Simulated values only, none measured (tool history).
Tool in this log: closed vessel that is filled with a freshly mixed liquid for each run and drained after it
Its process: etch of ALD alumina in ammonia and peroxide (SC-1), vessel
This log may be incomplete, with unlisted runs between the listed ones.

run	hour	temperature setpoint of the liquid (°C)	parts of 29 % ammonia solution to one part of 30 % peroxide (parts by volume)	time in the liquid (s)	thickness taken off the ALD alumina on a monitor wafer (angstrom)
1	0.0	61.0	0.8	30	35.171
2	5.3	64.5	0.8	30	42.238
3	7.4	62.0	0.8	30	36.877
4	11.1	62.0	0.8	30	36.618
5	18.3	62.0	0.8	30	37.494
6	20.0	60.0	0.8	30	33.666
7	22.6	59.0	0.8	30	31.490
8	31.6	58.5	0.8	30	30.388

Predict the results of run 9:
9	32.9	58.0	0.8	30	?

thickness taken off the ALD alumina on a monitor wafer (angstrom): 30.868
